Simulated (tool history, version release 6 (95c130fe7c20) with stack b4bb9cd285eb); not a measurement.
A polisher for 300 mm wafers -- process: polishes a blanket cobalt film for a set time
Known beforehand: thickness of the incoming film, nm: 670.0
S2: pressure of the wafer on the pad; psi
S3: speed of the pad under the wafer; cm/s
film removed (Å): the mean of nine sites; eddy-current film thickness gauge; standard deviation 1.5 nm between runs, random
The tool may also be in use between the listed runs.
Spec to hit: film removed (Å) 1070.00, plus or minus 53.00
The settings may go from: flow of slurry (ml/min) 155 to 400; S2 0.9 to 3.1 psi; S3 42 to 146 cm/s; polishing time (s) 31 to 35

Run 1, hour 0.0: flow of slurry (ml/min) 255, S2 2.0 psi, S3 94 cm/s, polishing time (s) 35. Result: film removed (Å) 1856.60.
Run 2, hour 6.1: flow of slurry (ml/min) 255, S2 2.3 psi, S3 94 cm/s, polishing time (s) 35. Result: film removed (Å) 2111.00.
Run 3, hour 14.3: flow of slurry (ml/min) 255, S2 2.0 psi, S3 92 cm/s, polishing time (s) 35. Result: film removed (Å) 1771.40.
Run 4, hour 20.4: flow of slurry (ml/min) 255, S2 1.8 psi, S3 92 cm/s, polishing time (s) 35. Result: film removed (Å) 1619.90.
Run 5, hour 24.8: flow of slurry (ml/min) 255, S2 1.8 psi, S3 92 cm/s, polishing time (s) 35. Result: film removed (Å) 1636.40.
Run 6, hour 25.6: flow of slurry (ml/min) 255, S2 1.6 psi, S3 92 cm/s, polishing time (s) 35. Result: film removed (Å) 1450.40.
Run 7, hour 34.4: flow of slurry (ml/min) 255, S2 1.5 psi, S3 92 cm/s, polishing time (s) 35. Result: film removed (Å) 1371.40.
Run 8, hour 42.3: flow of slurry (ml/min) 255, S2 1.4 psi, S3 92 cm/s, polishing time (s) 35. Result: film removed (Å) 1292.40.
Run 9, hour 50.6: flow of slurry (ml/min) 255, S2 1.3 psi, S3 92 cm/s, polishing time (s) 35. Result: film removed (Å) 1216.20.
Run 10, hour 51.4: flow of slurry (ml/min) 255, S2 1.0 psi, S3 90 cm/s, polishing time (s) 35. Result: film removed (Å) 913.87.
Run 11, hour 58.3: flow of slurry (ml/min) 255, S2 1.1 psi, S3 90 cm/s, polishing time (s) 35. Result: film removed (Å) 999.08.

Exactly one of the 4 candidate moves below puts every result within its allowed miss. Which one?
Run A, hour 65.2: flow of slurry (ml/min) 210, S2 1.2 psi, S3 100 cm/s, polishing time (s) 35. Result: film removed (Å) ?.
Run B, hour 65.2: flow of slurry (ml/min) 300, S2 1.5 psi, S3 72 cm/s, polishing time (s) 32. Result: film removed (Å) ?.
Run C, hour 65.2: flow of slurry (ml/min) 260, S2 1.1 psi, S3 80 cm/s, polishing time (s) 35. Result: film removed (Å) ?.
Run D, hour 65.2: flow of slurry (ml/min) 245, S2 1.2 psi, S3 98 cm/s, polishing time (s) 35. Result: film removed (Å) ?.

move  film removed (Å)
   A           1140.40
   B           1034.70
   C            900.34
   D           1140.40
A: takes the result that was furthest off past its target
B: all results land within tolerance of their targets
C: moves away from the targets compared with the last run
D: takes the result that was furthest off past its target
B is the move that brings every result within its allowed miss.
